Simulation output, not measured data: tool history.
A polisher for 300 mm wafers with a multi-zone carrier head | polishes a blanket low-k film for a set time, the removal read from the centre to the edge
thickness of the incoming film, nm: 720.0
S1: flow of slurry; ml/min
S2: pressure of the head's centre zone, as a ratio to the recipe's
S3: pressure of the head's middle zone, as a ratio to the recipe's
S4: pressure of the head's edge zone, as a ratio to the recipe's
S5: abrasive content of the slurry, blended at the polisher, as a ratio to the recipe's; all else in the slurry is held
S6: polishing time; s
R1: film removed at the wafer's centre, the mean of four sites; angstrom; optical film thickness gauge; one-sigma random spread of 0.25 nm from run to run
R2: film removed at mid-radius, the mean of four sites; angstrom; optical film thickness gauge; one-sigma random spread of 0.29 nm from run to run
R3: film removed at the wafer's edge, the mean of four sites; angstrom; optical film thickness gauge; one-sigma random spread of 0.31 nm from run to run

run 1 hour=0 | S1=250 S2=1 S3=1 S4=1 S5=1 S6=80 | R1=361.99 R2=366.59 R3=344.34
run 2 hour=3.2 | S1=250 S2=1.07 S3=1 S4=1 S5=1 S6=80 | R1=388.93 R2=361.37 R3=347.52
run 3 hour=5.5 | S1=245 S2=1.03 S3=0.98 S4=0.97 S5=0.9 S6=80 | R1=350.1 R2=332.4 R3=323.09
run 4 hour=9.3 | S1=245 S2=1.01 S3=0.98 S4=0.93 S5=0.85 S6=79 | R1=329.07 R2=326.76 R3=304.51
run 5 hour=17 | S1=245 S2=1.01 S3=0.94 S4=0.93 S5=0.85 S6=79 | R1=333.33 R2=315.81 R3=302.14
run 6 hour=19.4 | S1=245 S2=1.01 S3=0.94 S4=0.93 S5=1 S6=79 | R1=354.7 R2=339.28 R3=332.02
run 7 hour=24.8 | S1=245 S2=0.99 S3=0.93 S4=0.92 S5=0.9 S6=79 | R1=334.86 R2=318.52 R3=322.75
run 8 hour=28.3 | S1=235 S2=0.98 S3=0.94 S4=0.9 S5=0.8 S6=79 | R1=308.05 R2=307.63 R3=290.89
run 9 hour=31.9 | S1=225 S2=0.97 S3=0.93 S4=0.88 S5=0.75 S6=79 | R1=297.17 R2=286.01 R3=276.4
run 10 hour=39.3 | S1=210 S2=0.96 S3=0.94 S4=0.87 S5=0.75 S6=79 | R1=286.48 R2=286.2 R3=280.21
run 11 hour=44.8 | S1=210 S2=0.96 S3=0.95 S4=0.86 S5=0.7 S6=79 | R1=277.74 R2=279.12 R3=268.62
run 12 hour=46.4 | S1=210 S2=0.96 S3=0.96 S4=0.85 S5=0.7 S6=79 | R1=282.55 R2=283 R3=265.48
run 13 hour=48.6 | S1=205 S2=0.96 S3=0.96 S4=0.84 S5=0.7 S6=79 | R1=275.32 R2=281.27 R3=265.3

Predict the results of run 14:
run 14 hour=55.4 | S1=205 S2=0.96 S3=0.96 S4=0.84 S5=0.7 S6=79 | R1=? R2=? R3=?

{"run 14": {"R1": 276.71, "R2": 285.45, "R3": 267.65}}
